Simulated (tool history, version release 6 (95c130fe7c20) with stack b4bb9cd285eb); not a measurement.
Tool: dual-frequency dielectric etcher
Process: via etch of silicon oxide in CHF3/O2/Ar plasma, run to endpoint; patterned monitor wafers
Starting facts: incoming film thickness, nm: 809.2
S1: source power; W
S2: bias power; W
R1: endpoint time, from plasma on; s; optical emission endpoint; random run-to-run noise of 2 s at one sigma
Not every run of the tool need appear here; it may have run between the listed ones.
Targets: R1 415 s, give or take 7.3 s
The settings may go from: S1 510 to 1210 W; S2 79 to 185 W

run,hour,S1,S2,R1
1,0,860,132,373.27
2,2.7,820,131,387.77
3,10.3,820,147,376.24
4,18.4,920,147,350.52
5,23,920,124,368.02
6,26.3,880,123,377.95
7,30.3,850,122,384.61
8,33.3,850,122,383.38
9,36,820,121,396
10,37.9,810,121,397.16
11,39.9,800,121,401.85
12,46.5,790,121,399.89
13,54.7,780,121,407.02

Below are 5 possible settings for the next run. Only one of them brings all results inside the allowed miss of their targets. Which is it?
A,62.9,750,140,?
B,62.9,720,148,?
C,62.9,820,117,?
D,62.9,750,120,?
E,62.9,830,128,?

move,R1
A,396.28
B,399.39
C,395.57
D,413.41
E,383.62
A: lands further from the targets than the last run did
B: lands further from the targets than the last run did
C: lands further from the targets than the last run did
D: all results in spec
E: lands further from the targets than the last run did
Answer: D
